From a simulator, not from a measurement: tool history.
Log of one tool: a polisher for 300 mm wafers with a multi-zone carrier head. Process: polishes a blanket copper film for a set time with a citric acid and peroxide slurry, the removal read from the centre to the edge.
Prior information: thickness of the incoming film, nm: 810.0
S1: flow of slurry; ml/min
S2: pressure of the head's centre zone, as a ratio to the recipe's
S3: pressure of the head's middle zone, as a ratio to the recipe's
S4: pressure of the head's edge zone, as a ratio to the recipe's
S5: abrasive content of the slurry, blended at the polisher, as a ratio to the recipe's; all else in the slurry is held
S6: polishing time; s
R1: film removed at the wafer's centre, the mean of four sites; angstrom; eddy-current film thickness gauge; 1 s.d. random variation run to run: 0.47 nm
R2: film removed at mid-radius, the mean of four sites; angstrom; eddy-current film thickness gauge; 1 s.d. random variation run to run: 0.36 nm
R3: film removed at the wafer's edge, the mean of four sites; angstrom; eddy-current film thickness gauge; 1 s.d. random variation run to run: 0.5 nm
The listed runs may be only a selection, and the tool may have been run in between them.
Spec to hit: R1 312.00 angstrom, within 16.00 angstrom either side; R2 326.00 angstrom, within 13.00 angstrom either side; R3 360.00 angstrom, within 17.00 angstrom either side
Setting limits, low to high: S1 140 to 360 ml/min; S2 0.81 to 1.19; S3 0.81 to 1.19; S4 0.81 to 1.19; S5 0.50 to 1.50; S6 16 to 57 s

Run 1, day 0.000: S1 230 ml/min, S2 1.00, S3 1.00, S4 1.00, S5 1.00, S6 36 s. Result: R1 688.94 angstrom, R2 695.15 angstrom, R3 657.33 angstrom.
Run 2, day 0.342: S1 285 ml/min, S2 1.00, S3 1.00, S4 1.00, S5 1.00, S6 36 s. Result: R1 710.44 angstrom, R2 714.65 angstrom, R3 688.69 angstrom.
Run 3, day 0.621: S1 280 ml/min, S2 0.98, S3 0.98, S4 1.00, S5 0.95, S6 34 s. Result: R1 629.60 angstrom, R2 644.78 angstrom, R3 644.04 angstrom.
Run 4, day 0.679: S1 280 ml/min, S2 0.98, S3 0.98, S4 1.00, S5 1.05, S6 34 s. Result: R1 647.39 angstrom, R2 653.82 angstrom, R3 646.74 angstrom.
Run 5, day 0.996: S1 275 ml/min, S2 0.97, S3 0.96, S4 0.98, S5 1.00, S6 32 s. Result: R1 621.58 angstrom, R2 598.47 angstrom, R3 598.57 angstrom.
Run 6, day 1.354: S1 270 ml/min, S2 0.95, S3 0.95, S4 0.98, S5 0.95, S6 30 s. Result: R1 543.95 angstrom, R2 562.38 angstrom, R3 563.77 angstrom.
At day 1.442: edge zone pressure recalibrated.
Run 7, day 1.442: S1 270 ml/min, S2 0.95, S3 0.94, S4 0.98, S5 0.90, S6 28 s. Result: R1 506.44 angstrom, R2 511.24 angstrom, R3 533.93 angstrom.
Run 8, day 1.625: S1 265 ml/min, S2 0.94, S3 0.93, S4 0.96, S5 0.85, S6 27 s. Result: R1 471.22 angstrom, R2 477.85 angstrom, R3 505.46 angstrom.
Run 9, day 1.721: S1 260 ml/min, S2 0.93, S3 0.93, S4 0.94, S5 0.80, S6 26 s. Result: R1 449.05 angstrom, R2 455.51 angstrom, R3 465.36 angstrom.
Run 10, day 1.996: S1 255 ml/min, S2 0.92, S3 0.92, S4 0.93, S5 0.75, S6 25 s. Result: R1 429.17 angstrom, R2 424.19 angstrom, R3 431.46 angstrom.
Run 11, day 2.225: S1 215 ml/min, S2 0.82, S3 0.89, S4 1.03, S5 0.50, S6 19 s. Result: R1 271.80 angstrom, R2 294.35 angstrom, R3 322.83 angstrom.
Run 12, day 2.554: S1 225 ml/min, S2 0.83, S3 0.89, S4 1.04, S5 0.50, S6 19 s. Result: R1 277.72 angstrom, R2 293.01 angstrom, R3 325.61 angstrom.
Run 13, day 2.875: S1 245 ml/min, S2 0.87, S3 0.95, S4 1.11, S5 0.75, S6 20 s. Result: R1 324.97 angstrom, R2 354.20 angstrom, R3 374.32 angstrom.
Run 14, day 3.017: S1 240 ml/min, S2 0.87, S3 0.94, S4 1.11, S5 0.75, S6 20 s. Result: R1 318.07 angstrom, R2 353.31 angstrom, R3 377.03 angstrom.
Run 15, day 3.362: S1 235 ml/min, S2 0.87, S3 0.94, S4 1.11, S5 0.75, S6 20 s. Result: R1 318.71 angstrom, R2 344.56 angstrom, R3 368.09 angstrom.
Run 16, day 3.554: S1 230 ml/min, S2 0.87, S3 0.94, S4 1.11, S5 0.75, S6 20 s. Result: R1 319.19 angstrom, R2 352.02 angstrom, R3 375.89 angstrom.

Next run, 5 choices. One meets every target within its allowed miss, the rest don't. Which?
Run A, day 3.746: S1 200 ml/min, S2 0.86, S3 1.05, S4 1.05, S5 0.80, S6 20 s. Result: R1 ?, R2 ?, R3 ?.
Run B, day 3.746: S1 235 ml/min, S2 0.84, S3 0.86, S4 1.18, S5 0.80, S6 20 s. Result: R1 ?, R2 ?, R3 ?.
Run C, day 3.746: S1 245 ml/min, S2 0.86, S3 0.88, S4 1.05, S5 0.70, S6 20 s. Result: R1 ?, R2 ?, R3 ?.
Run D, day 3.746: S1 175 ml/min, S2 0.83, S3 1.18, S4 1.03, S5 0.60, S6 21 s. Result: R1 ?, R2 ?, R3 ?.
Run E, day 3.746: S1 200 ml/min, S2 0.94, S3 0.81, S4 1.11, S5 0.80, S6 21 s. Result: R1 ?, R2 ?, R3 ?.

move      R1      R2      R3
   A  321.09  369.97  361.30
   B  323.12  332.72  388.59
   C  323.17  330.94  360.72
   D  302.29  389.45  349.75
   E  362.58  328.46  389.86
A: its largest miss is bigger than the last run's
B: puts the biggest miss on target and leaves a different result outside tolerance
C: every result within its allowed miss
D: its largest miss is bigger than the last run's
E: puts the biggest miss on target and leaves a different result outside tolerance
Answer: C
